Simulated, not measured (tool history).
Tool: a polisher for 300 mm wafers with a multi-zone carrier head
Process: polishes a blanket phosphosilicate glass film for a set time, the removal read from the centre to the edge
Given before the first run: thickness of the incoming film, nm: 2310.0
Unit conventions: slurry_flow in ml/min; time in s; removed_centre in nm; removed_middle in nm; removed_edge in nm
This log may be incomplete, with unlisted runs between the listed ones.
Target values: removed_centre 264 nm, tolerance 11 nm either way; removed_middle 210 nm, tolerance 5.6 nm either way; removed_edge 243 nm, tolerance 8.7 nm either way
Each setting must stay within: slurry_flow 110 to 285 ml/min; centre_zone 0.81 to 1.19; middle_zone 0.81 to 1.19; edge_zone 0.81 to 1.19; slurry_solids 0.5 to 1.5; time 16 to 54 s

run 1 hour=0 | slurry_flow=180 centre_zone=1 middle_zone=1 edge_zone=1 slurry_solids=1 time=35 | removed_centre=236.12 removed_middle=241.75 removed_edge=242.56
run 2 hour=1 | slurry_flow=180 centre_zone=1.05 middle_zone=1 edge_zone=1 slurry_solids=1 time=35 | removed_centre=255.32 removed_middle=235.6 removed_edge=243
run 3 hour=2.5 | slurry_flow=180 centre_zone=1.05 middle_zone=1.08 edge_zone=1 slurry_solids=1 time=35 | removed_centre=252.67 removed_middle=253.84 removed_edge=239.79
run 4 hour=11.4 | slurry_flow=180 centre_zone=1.05 middle_zone=1.08 edge_zone=1 slurry_solids=1 time=29 | removed_centre=202.77 removed_middle=211.4 removed_edge=202.04
run 5 hour=13.2 | slurry_flow=200 centre_zone=1.09 middle_zone=1.05 edge_zone=1.06 slurry_solids=1.05 time=29 | removed_centre=225.01 removed_middle=211.59 removed_edge=216.71
run 6 hour=21.4 | slurry_flow=215 centre_zone=1.11 middle_zone=1.03 edge_zone=1.1 slurry_solids=1.05 time=29 | removed_centre=231.58 removed_middle=208.4 removed_edge=213.57
run 7 hour=27.3 | slurry_flow=205 centre_zone=1.12 middle_zone=1 edge_zone=1.11 slurry_solids=1.15 time=29 | removed_centre=234.47 removed_middle=209.03 removed_edge=226.27
run 8 hour=30.1 | slurry_flow=210 centre_zone=1.14 middle_zone=0.98 edge_zone=1.12 slurry_solids=1.2 time=29 | removed_centre=249.9 removed_middle=211.91 removed_edge=228.02
run 9 hour=31.8 | slurry_flow=195 centre_zone=1.13 middle_zone=0.89 edge_zone=1.19 slurry_solids=1.3 time=30 | removed_centre=260.62 removed_middle=203.55 removed_edge=250.93

4 next moves are on the table. One of them brings every result within its allowed miss. Which?
run A hour=33.5 | slurry_flow=155 centre_zone=1.05 middle_zone=0.84 edge_zone=1.19 slurry_solids=1.4 time=32 | removed_centre=? removed_middle=? removed_edge=?
run B hour=33.5 | slurry_flow=190 centre_zone=1.15 middle_zone=0.91 edge_zone=1.12 slurry_solids=1.3 time=30 | removed_centre=? removed_middle=? removed_edge=?
run C hour=33.5 | slurry_flow=205 centre_zone=1.15 middle_zone=0.89 edge_zone=1.17 slurry_solids=1.2 time=32 | removed_centre=? removed_middle=? removed_edge=?
run D hour=33.5 | slurry_flow=210 centre_zone=1.16 middle_zone=0.9 edge_zone=1.12 slurry_solids=1.35 time=28 | removed_centre=? removed_middle=? removed_edge=?

move=A removed_centre=248.51 removed_middle=209.37 removed_edge=268.6
move=B removed_centre=256.42 removed_middle=208.97 removed_edge=242.24
move=C removed_centre=268.61 removed_middle=214.9 removed_edge=258.75
move=D removed_centre=247.75 removed_middle=198.15 removed_edge=231.03
A: brings the last run's worst result on target, with another outside its allowed miss
B: in spec on every target
C: brings the last run's worst result on target, with another outside its allowed miss
D: its largest miss is bigger than the last run's
Move B is the one to make.

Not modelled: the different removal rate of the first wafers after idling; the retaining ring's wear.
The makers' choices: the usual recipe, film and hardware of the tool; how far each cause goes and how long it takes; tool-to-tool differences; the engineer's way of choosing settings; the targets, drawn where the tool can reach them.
